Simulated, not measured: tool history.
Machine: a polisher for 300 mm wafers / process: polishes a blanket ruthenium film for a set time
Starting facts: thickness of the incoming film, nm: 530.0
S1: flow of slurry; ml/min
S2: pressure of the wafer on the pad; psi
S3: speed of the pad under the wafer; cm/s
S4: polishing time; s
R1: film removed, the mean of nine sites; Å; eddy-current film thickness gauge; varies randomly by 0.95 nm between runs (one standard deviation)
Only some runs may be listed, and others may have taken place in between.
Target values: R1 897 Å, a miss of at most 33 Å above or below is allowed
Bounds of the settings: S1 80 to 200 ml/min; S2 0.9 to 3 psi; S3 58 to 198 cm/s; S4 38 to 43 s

run  hour   S1   S2   S3  S4      R1
  1     0  130  1.9  128  43  677.52
  2   0.8  100  1.9  128  43   629.3
  3   5.7  110    2  128  43  692.47
  4   9.2  110  2.3  128  43  780.46
  5  10.3  115  2.3  128  43  783.12
  6  18.7  120  2.3  128  43   797.1
  7  22.8  120  2.3  128  43  798.65
  8  28.9  125  2.3  128  43   821.9
  9  32.2  130  2.3  128  43  815.45
 10  38.7  135  2.3  128  43  806.99
 11  41.9  140  2.4  128  43  875.12

Pick the move, out of 5, that brings all results within their allowed miss; only one does.
  A  45.1  140  2.5  134  41   ?
  B  45.1   80    3  110  43   ?
  C  45.1  150  2.4  138  38   ?
  D  45.1  135  2.5  126  41   ?
  E  45.1  150  2.3  126  43   ?

move      R1
   A   887.2
   B  787.67
   C  823.83
   D  829.63
   E  818.72
A: in spec on every target
B: misses by more than the last run did
C: misses by more than the last run did
D: misses by more than the last run did
E: misses by more than the last run did
The move that meets every target is A.
